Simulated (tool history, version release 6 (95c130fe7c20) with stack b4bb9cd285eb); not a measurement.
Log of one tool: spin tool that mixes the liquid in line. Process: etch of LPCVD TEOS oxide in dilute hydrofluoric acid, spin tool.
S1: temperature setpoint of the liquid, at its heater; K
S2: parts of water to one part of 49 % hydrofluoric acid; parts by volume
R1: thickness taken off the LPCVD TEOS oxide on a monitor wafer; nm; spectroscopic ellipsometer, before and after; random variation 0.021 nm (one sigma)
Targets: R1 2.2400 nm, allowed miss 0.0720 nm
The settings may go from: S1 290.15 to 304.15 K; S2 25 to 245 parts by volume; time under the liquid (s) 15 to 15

{"run": 1, "hour": 0.0, "S1": 296.15, "S2": 135, "time under the liquid (s)": 15, "R1": 3.0734}
{"run": 2, "hour": 4.4, "S1": 295.15, "S2": 135, "time under the liquid (s)": 15, "R1": 2.907}
{"run": 3, "hour": 7.2, "S1": 294.15, "S2": 135, "time under the liquid (s)": 15, "R1": 2.7634}
{"run": 4, "hour": 12.1, "S1": 294.15, "S2": 185, "time under the liquid (s)": 15, "R1": 1.9118}
{"run": 5, "hour": 19.3, "S1": 294.15, "S2": 185, "time under the liquid (s)": 15, "R1": 1.9111}
{"run": 6, "hour": 21.0, "S1": 294.65, "S2": 185, "time under the liquid (s)": 15, "R1": 1.9892}
{"run": 7, "hour": 25.1, "S1": 295.15, "S2": 185, "time under the liquid (s)": 15, "R1": 1.9845}
{"run": 8, "hour": 26.4, "S1": 295.65, "S2": 185, "time under the liquid (s)": 15, "R1": 2.0709}

Which of these 5 next moves meets every target?
{"run": "A", "hour": 27.7, "S1": 292.15, "S2": 145, "time under the liquid (s)": 15, "R1": "?"}
{"run": "B", "hour": 27.7, "S1": 294.15, "S2": 180, "time under the liquid (s)": 15, "R1": "?"}
{"run": "C", "hour": 27.7, "S1": 296.65, "S2": 175, "time under the liquid (s)": 15, "R1": "?"}
{"run": "D", "hour": 27.7, "S1": 296.65, "S2": 190, "time under the liquid (s)": 15, "R1": "?"}
{"run": "E", "hour": 27.7, "S1": 294.15, "S2": 185, "time under the liquid (s)": 15, "R1": "?"}

move=A R1=2.3348
move=B R1=1.9636
move=C R1=2.2341
move=D R1=2.0245
move=E R1=1.9008
A: takes the result that was furthest off past its target
B: further off than the last run
C: meets every target
D: further off than the last run
E: further off than the last run
Move C is the one to make.

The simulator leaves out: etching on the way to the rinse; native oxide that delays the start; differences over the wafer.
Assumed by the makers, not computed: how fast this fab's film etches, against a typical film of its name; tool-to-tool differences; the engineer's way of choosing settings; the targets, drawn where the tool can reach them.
